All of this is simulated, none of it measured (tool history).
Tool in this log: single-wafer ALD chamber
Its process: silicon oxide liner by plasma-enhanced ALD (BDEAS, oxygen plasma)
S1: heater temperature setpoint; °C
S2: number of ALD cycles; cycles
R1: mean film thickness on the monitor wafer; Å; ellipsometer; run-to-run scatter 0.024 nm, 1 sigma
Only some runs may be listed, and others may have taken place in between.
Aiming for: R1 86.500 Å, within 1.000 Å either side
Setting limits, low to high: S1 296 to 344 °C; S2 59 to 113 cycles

run  hour   S1  S2      R1
  1   0.0  320  86  81.020
  2   7.5  320  79  74.483
  3  13.5  318  82  77.437
  4  15.6  316  84  79.388
  5  20.4  324  84  78.239
  6  23.5  331  84  78.003
  7  27.4  330  86  79.969
  8  30.0  328  88  81.844
  9  31.5  326  89  83.338
 10  35.7  324  90  84.365
 11  43.5  323  90  84.573
 12  47.1  322  90  84.277

Of the 4 settings listed for the next run, only one would bring every result within its allowed miss of target. Which one?
  A  50.7  322  92   ?
  B  50.7  331  90   ?
  C  50.7  301  84   ?
  D  50.7  328  91   ?

move      R1
   A  85.785
   B  82.883
   C  80.582
   D  84.154
A: each result inside its tolerance
B: its largest miss is bigger than the last run's
C: its largest miss is bigger than the last run's
D: its largest miss is bigger than the last run's
A meets every target.
